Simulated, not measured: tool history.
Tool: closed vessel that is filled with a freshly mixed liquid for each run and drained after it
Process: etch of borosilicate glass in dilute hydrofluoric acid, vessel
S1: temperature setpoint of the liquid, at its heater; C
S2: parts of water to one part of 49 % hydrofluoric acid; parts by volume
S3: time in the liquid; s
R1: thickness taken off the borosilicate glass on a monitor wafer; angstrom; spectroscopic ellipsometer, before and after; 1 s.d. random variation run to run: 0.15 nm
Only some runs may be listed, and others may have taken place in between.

Run 1, hour 0: S1 25 C, S2 80 parts by volume, S3 30 s. Result: R1 194.6 angstrom.
Run 2, hour 2.1: S1 25 C, S2 80 parts by volume, S3 30 s. Result: R1 195.69 angstrom.
Run 3, hour 3.8: S1 25 C, S2 105 parts by volume, S3 30 s. Result: R1 145.67 angstrom.
Run 4, hour 9.7: S1 25 C, S2 90 parts by volume, S3 30 s. Result: R1 172.42 angstrom.
Run 5, hour 16.9: S1 27.5 C, S2 85 parts by volume, S3 30 s. Result: R1 201.76 angstrom.
Run 6, hour 19.6: S1 28.5 C, S2 85 parts by volume, S3 30 s. Result: R1 211.6 angstrom.
Run 7, hour 26.1: S1 30 C, S2 80 parts by volume, S3 30 s. Result: R1 236.86 angstrom.
Run 8, hour 32.2: S1 31 C, S2 75 parts by volume, S3 30 s. Result: R1 266.21 angstrom.
Run 9, hour 36.6: S1 31.5 C, S2 75 parts by volume, S3 30 s. Result: R1 271.13 angstrom.
Run 10, hour 38.4: S1 33 C, S2 75 parts by volume, S3 30 s. Result: R1 284.23 angstrom.
Run 11, hour 45.1: S1 32.5 C, S2 75 parts by volume, S3 30 s. Result: R1 280.39 angstrom.
Run 12, hour 47.6: S1 33 C, S2 75 parts by volume, S3 30 s. Result: R1 284.5 angstrom.
Run 13, hour 48.9: S1 32.5 C, S2 75 parts by volume, S3 30 s. Result: R1 280.04 angstrom.
Run 14, hour 50.9: S1 33 C, S2 75 parts by volume, S3 30 s. Result: R1 285.6 angstrom.
Run 15, hour 56.1: S1 32.5 C, S2 75 parts by volume, S3 30 s. Result: R1 279.83 angstrom.
Run 16, hour 61.9: S1 33 C, S2 75 parts by volume, S3 30 s. Result: R1 284.27 angstrom.
Run 17, hour 66.5: S1 32.5 C, S2 75 parts by volume, S3 30 s. Result: R1 278.37 angstrom.

For run 18, what comes out?
Run 18, hour 75.8: S1 33 C, S2 75 parts by volume, S3 30 s. Result: R1 ?.

R1: 284.09 angstrom
